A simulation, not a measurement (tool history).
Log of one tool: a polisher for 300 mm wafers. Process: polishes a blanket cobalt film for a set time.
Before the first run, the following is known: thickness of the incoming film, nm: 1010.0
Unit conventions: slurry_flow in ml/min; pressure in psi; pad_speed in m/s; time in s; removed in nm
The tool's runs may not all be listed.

run	hour	slurry_flow	pressure	pad_speed	time	removed
1	0	200	1.2	1.1	42	142.82
2	3.1	200	1.1	1.06	42	125.66
3	5.2	250	1.1	1.06	42	129.71
4	12.6	250	1	1.02	42	113.48
5	16.5	270	1	1.02	42	114.58
6	21.7	220	1	1.02	42	112.75
7	25.8	220	0.9	0.98	42	96.594

Run 8 is up next; what results do you expect?
8	31.2	215	0.6	0.96	42	?

removed: 63.969 nm

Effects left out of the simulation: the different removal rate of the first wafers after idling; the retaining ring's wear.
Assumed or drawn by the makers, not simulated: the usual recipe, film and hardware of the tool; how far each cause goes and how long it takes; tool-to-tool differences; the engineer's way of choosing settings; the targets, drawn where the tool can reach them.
